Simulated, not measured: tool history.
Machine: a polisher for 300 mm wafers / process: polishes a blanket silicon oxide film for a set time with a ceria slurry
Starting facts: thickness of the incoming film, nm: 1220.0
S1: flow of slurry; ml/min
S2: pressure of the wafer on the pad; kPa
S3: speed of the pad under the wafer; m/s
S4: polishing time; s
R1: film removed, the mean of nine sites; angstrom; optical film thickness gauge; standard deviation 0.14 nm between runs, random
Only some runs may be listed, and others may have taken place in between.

run,hour,S1,S2,S3,S4,R1
1,0.0,195,15.9,1.08,20,694.95
2,7.4,185,13.1,0.90,20,480.93
3,14.3,185,13.1,1.02,20,551.99
4,19.0,185,9.7,1.02,20,411.75
5,25.5,165,9.7,1.02,20,410.93
6,27.2,165,6.9,1.02,20,304.25
7,34.5,155,6.9,0.92,20,273.98

The next listed run, before its measurement:
8,37.2,145,6.9,0.86,20,?

Run 8 measured R1 250.72 angstrom.
